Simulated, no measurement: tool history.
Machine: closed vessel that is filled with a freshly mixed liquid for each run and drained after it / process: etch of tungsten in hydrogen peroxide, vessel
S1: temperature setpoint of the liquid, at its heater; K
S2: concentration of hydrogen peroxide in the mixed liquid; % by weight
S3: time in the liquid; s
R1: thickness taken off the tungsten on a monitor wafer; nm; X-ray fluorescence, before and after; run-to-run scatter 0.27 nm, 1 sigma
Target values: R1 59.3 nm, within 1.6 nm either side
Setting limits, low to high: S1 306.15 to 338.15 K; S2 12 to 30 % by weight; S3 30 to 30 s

Run 1, hour 0: S1 322.15 K, S2 23 % by weight, S3 30 s. Result: R1 26.48 nm.
Run 2, hour 3.4: S1 322.15 K, S2 23 % by weight, S3 30 s. Result: R1 26.58 nm.
Run 3, hour 6.9: S1 322.15 K, S2 23 % by weight, S3 30 s. Result: R1 26.668 nm.
Run 4, hour 16.1: S1 322.15 K, S2 23 % by weight, S3 30 s. Result: R1 26.617 nm.
Run 5, hour 18: S1 324.15 K, S2 23 % by weight, S3 30 s. Result: R1 30.009 nm.
Run 6, hour 22.5: S1 324.15 K, S2 18 % by weight, S3 30 s. Result: R1 26.823 nm.
Run 7, hour 27.8: S1 326.15 K, S2 18 % by weight, S3 30 s. Result: R1 30.161 nm.
Run 8, hour 30.7: S1 328.15 K, S2 18 % by weight, S3 30 s. Result: R1 33.927 nm.
Run 9, hour 38.3: S1 329.65 K, S2 18 % by weight, S3 30 s. Result: R1 36.804 nm.
Run 10, hour 42.4: S1 331.15 K, S2 18 % by weight, S3 30 s. Result: R1 40.42 nm.
Run 11, hour 46.4: S1 332.15 K, S2 18 % by weight, S3 30 s. Result: R1 42.833 nm.

Consider the 5 candidate settings below. Which is the only one whose results all fall within their allowed miss of target?
Run A, hour 50.4: S1 328.15 K, S2 18 % by weight, S3 30 s. Result: R1 ?.
Run B, hour 50.4: S1 338.15 K, S2 19 % by weight, S3 30 s. Result: R1 ?.
Run C, hour 50.4: S1 336.65 K, S2 18 % by weight, S3 30 s. Result: R1 ?.
Run D, hour 50.4: S1 336.65 K, S2 17.5 % by weight, S3 30 s. Result: R1 ?.
Run E, hour 50.4: S1 336.65 K, S2 21 % by weight, S3 30 s. Result: R1 ?.

move      R1
   A  33.965
   B  62.026
   C  55.502
   D  54.726
   E  59.949
A: misses by more than the last run did
B: takes the result that was furthest off past its target
C: closes in on the targets versus the last run, not all within tolerance yet
D: closes in on the targets versus the last run, not all within tolerance yet
E: every result within its allowed miss
Go with E: it meets all targets.
